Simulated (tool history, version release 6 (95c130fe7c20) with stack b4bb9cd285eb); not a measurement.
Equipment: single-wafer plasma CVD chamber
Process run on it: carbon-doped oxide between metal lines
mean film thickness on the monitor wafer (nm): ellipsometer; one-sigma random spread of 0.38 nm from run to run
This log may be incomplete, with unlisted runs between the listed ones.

| run | day | heater temperature setpoint (°C) | chamber pressure (Torr) | RF power (kW) | deposition time (s) | mean film thickness on the monitor wafer (nm) |
|---|---|---|---|---|---|---|
| 1 | 0.000 | 350 | 6.25 | 0.395 | 26.2 | 117.60 |
| 2 | 0.362 | 353 | 5.99 | 0.380 | 26.2 | 111.34 |
| 3 | 0.546 | 353 | 5.99 | 0.425 | 26.2 | 123.87 |
| 4 | 0.812 | 353 | 4.99 | 0.425 | 26.2 | 119.66 |
| 5 | 1.117 | 353 | 4.99 | 0.425 | 27.0 | 123.57 |
| 6 | 1.462 | 360 | 4.99 | 0.425 | 27.0 | 121.97 |
| 7 | 1.492 | 361 | 4.73 | 0.410 | 27.0 | 114.73 |
| 8 | 1.571 | 363 | 4.51 | 0.405 | 27.0 | 111.98 |
| 9 | 1.704 | 363 | 4.51 | 0.405 | 27.0 | 112.50 |
| 10 | 2.029 | 365 | 4.34 | 0.395 | 27.0 | 109.31 |
| 11 | 2.229 | 366 | 4.21 | 0.390 | 27.0 | 105.05 |

The next listed run, before its measurement:
| 12 | 2.521 | 367 | 4.10 | 0.390 | 27.0 | ? |

{"run 12": {"mean film thickness on the monitor wafer (nm)": 105.12}}
